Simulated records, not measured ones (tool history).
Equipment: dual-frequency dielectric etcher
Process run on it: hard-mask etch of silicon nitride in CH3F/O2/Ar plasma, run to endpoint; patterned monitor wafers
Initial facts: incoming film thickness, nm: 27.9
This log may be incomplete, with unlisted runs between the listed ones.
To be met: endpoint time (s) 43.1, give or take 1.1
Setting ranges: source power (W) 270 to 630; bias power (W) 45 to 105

Run 1, hour 0: source power (W) 450, bias power (W) 75. Result: endpoint time (s) 36.378.
Run 2, hour 4.1: source power (W) 430, bias power (W) 73. Result: endpoint time (s) 37.626.
Run 3, hour 5.4: source power (W) 410, bias power (W) 72. Result: endpoint time (s) 38.51.
Run 4, hour 10.4: source power (W) 410, bias power (W) 83. Result: endpoint time (s) 37.211.
Run 5, hour 16.7: source power (W) 470, bias power (W) 83. Result: endpoint time (s) 34.961.
Run 6, hour 23.6: source power (W) 440, bias power (W) 81. Result: endpoint time (s) 35.736.
Run 7, hour 30.2: source power (W) 420, bias power (W) 80. Result: endpoint time (s) 36.548.
Run 8, hour 38.1: source power (W) 400, bias power (W) 78. Result: endpoint time (s) 38.422.
Run 9, hour 46.3: source power (W) 390, bias power (W) 77. Result: endpoint time (s) 38.566.
Run 10, hour 54.3: source power (W) 300, bias power (W) 65. Result: endpoint time (s) 47.308.
Run 11, hour 58.9: source power (W) 310, bias power (W) 65. Result: endpoint time (s) 46.216.
Run 12, hour 65.1: source power (W) 320, bias power (W) 65. Result: endpoint time (s) 45.519.

Exactly one of the 5 candidate moves below puts every result within its allowed miss. Which one?
Run A, hour 71.3: source power (W) 370, bias power (W) 73. Result: endpoint time (s) ?.
Run B, hour 71.3: source power (W) 350, bias power (W) 79. Result: endpoint time (s) ?.
Run C, hour 71.3: source power (W) 320, bias power (W) 68. Result: endpoint time (s) ?.
Run D, hour 71.3: source power (W) 310, bias power (W) 61. Result: endpoint time (s) ?.
Run E, hour 71.3: source power (W) 390, bias power (W) 54. Result: endpoint time (s) ?.

move  endpoint time (s)
   A             40.947
   B             41.178
   C             45.279
   D             47.598
   E             43.385
A: carries the result that was furthest off beyond its target, to the other side
B: carries the result that was furthest off beyond its target, to the other side
C: nearer the targets than the last run, but a result is still out of spec
D: its largest miss is bigger than the last run's
E: all results land within tolerance of their targets
E is the move that brings every result within its allowed miss.
